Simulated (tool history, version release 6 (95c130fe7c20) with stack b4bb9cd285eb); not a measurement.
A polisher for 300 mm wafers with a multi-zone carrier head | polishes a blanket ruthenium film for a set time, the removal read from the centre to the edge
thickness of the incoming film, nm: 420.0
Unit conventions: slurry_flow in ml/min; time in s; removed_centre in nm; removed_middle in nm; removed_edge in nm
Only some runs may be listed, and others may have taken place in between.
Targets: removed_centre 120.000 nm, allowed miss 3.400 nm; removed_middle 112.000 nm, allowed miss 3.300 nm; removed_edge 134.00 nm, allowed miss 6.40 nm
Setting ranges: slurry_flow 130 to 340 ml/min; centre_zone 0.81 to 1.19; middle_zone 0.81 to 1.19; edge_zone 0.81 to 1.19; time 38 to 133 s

run  hour  slurry_flow  centre_zone  middle_zone  edge_zone  time  removed_centre  removed_middle  removed_edge
  1   0.0          220         1.00         1.00       1.00    85          96.912          96.506        100.39
  2   6.1          220         1.00         1.00       1.09    85          98.072          95.426        102.71
  3  14.5          220         0.92         1.00       1.09    85          90.955          95.615        102.74
  4  22.5          220         0.92         1.00       1.09    74          78.595          84.019         89.32
  5  24.6          215         0.93         0.98       1.12    83          88.193          91.800        102.12
  6  30.4          215         0.93         1.06       1.12    83          89.428          99.077        101.65
  7  31.2          205         0.95         1.03       1.14    89          96.330         102.460        106.10
  8  34.3          240         0.96         1.01       1.16    91         102.890         105.600        117.26
  9  41.5          265         0.98         1.01       1.17    91         104.590         106.350        116.30
 10  49.3          275         0.99         0.99       1.18    94         109.340         107.250        120.45
 11  57.9          280         0.99         0.97       1.18    97         113.460         112.090        126.18
 12  63.0          280         0.99         0.97       1.18    97         113.250         109.060        123.83
 13  64.0          280         0.98         0.95       1.18    99         115.920         109.270        126.01
 14  71.6          285         0.97         0.94       1.18   100         115.320         111.050        128.64

Consider the 5 candidate settings below. Which is the only one whose results all fall within their allowed miss of target?
  A  79.2          290         0.90         0.93       1.19   103               ?               ?             ?
  B  79.2          225         1.03         1.06       1.10    94               ?               ?             ?
  C  79.2          340         1.10         1.05       1.03    97               ?               ?             ?
  D  79.2          290         0.98         0.92       1.19   102               ?               ?             ?
  E  79.2          300         1.09         0.97       1.12    97               ?               ?             ?

move  removed_centre  removed_middle  removed_edge
   A         110.380         115.580        133.58
   B         111.620         114.120        114.15
   C         129.530         122.330        118.10
   D         119.100         113.380        132.30
   E         126.610         113.050        122.17
A: lands further from the targets than the last run did
B: lands further from the targets than the last run did
C: takes the result that was furthest off past its target
D: every result lands within tolerance
E: takes the result that was furthest off past its target
Answer: D
